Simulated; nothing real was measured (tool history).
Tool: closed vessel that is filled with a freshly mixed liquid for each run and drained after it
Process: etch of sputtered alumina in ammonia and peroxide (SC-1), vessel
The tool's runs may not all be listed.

run  hour  temperature setpoint of the liquid (C)  parts of 29 % ammonia solution to one part of 30 % peroxide (parts by volume)  time in the liquid (s)  thickness taken off the sputtered alumina on a monitor wafer (angstrom)
  1   0.0                                    54.0                                                                           0.40                     195                                                                   118.99
  2   3.2                                    54.0                                                                           0.45                     195                                                                   120.69
  3   8.4                                    54.0                                                                           0.35                     195                                                                   117.78
  4  10.0                                    54.0                                                                           0.25                     195                                                                   114.78
  5  11.2                                    55.0                                                                           0.25                     195                                                                   118.55
  6  18.1                                    55.0                                                                           0.25                     195                                                                   121.01
  7  20.8                                    55.5                                                                           0.25                     195                                                                   122.26
  8  28.1                                    56.0                                                                           0.25                     195                                                                   125.02
  9  29.5                                    56.5                                                                           0.25                     195                                                                   130.83

The next listed run, before its measurement:
 10  31.3                                    57.0                                                                           0.25                     195                                                                        ?

thickness taken off the sputtered alumina on a monitor wafer (angstrom): 133.54

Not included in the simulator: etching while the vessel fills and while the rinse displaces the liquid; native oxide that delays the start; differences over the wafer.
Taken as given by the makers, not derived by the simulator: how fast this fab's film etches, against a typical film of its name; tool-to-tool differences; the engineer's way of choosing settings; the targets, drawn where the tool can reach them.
